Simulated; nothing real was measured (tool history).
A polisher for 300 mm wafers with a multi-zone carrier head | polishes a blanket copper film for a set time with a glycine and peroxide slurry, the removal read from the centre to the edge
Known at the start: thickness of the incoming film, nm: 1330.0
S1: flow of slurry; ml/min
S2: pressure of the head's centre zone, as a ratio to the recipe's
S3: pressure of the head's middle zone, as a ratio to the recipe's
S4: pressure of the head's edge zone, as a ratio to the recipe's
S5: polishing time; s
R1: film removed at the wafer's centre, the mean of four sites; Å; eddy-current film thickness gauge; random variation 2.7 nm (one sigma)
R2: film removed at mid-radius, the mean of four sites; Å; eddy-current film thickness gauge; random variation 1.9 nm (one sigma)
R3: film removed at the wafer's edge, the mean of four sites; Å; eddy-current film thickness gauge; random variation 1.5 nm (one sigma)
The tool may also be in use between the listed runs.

run 1 hour=0 | S1=275 S2=1 S3=1 S4=1 S5=85 | R1=3518.7 R2=3619.8 R3=3425.4
run 2 hour=5.6 | S1=275 S2=1 S3=1.06 S4=1 S5=85 | R1=3539.8 R2=3768.9 R3=3442
run 3 hour=7.8 | S1=270 S2=0.98 S3=1.02 S4=0.97 S5=75 | R1=2989.3 R2=3236.1 R3=3005.8
run 4 hour=10.7 | S1=265 S2=0.98 S3=1 S4=0.94 S5=68 | R1=2710.7 R2=2893.5 R3=2676
run 5 hour=15.1 | S1=320 S2=0.98 S3=1 S4=0.94 S5=68 | R1=2809.2 R2=2970.6 R3=2712.8
run 6 hour=19.2 | S1=315 S2=0.97 S3=0.97 S4=0.92 S5=63 | R1=2580.5 R2=2646.4 R3=2507
run 7 hour=21 | S1=315 S2=0.95 S3=0.96 S4=0.9 S5=59 | R1=2338.5 R2=2442.7 R3=2325.3
run 8 hour=22.7 | S1=315 S2=0.94 S3=0.95 S4=0.88 S5=57 | R1=2193.5 R2=2301.5 R3=2206.4
run 9 hour=31.3 | S1=310 S2=0.93 S3=0.95 S4=0.86 S5=56 | R1=2127.9 R2=2275.2 R3=2113.9
run 10 hour=36.9 | S1=300 S2=0.92 S3=0.94 S4=0.85 S5=56 | R1=2210.3 R2=2268.5 R3=2115
run 11 hour=44.2 | S1=305 S2=0.9 S3=0.93 S4=0.85 S5=55 | R1=2083.5 R2=2194.1 R3=2079.3
run 12 hour=49.1 | S1=305 S2=0.89 S3=0.92 S4=0.84 S5=55 | R1=2066.2 R2=2159.8 R3=2070.1

Run 13 comes next. What will it give?
run 13 hour=49.9 | S1=270 S2=0.86 S3=0.92 S4=0.81 S5=52 | R1=? R2=? R3=?

Run 13 gave R1 1828.8 Å, R2 1999.3 Å, R3 1939.3 Å.
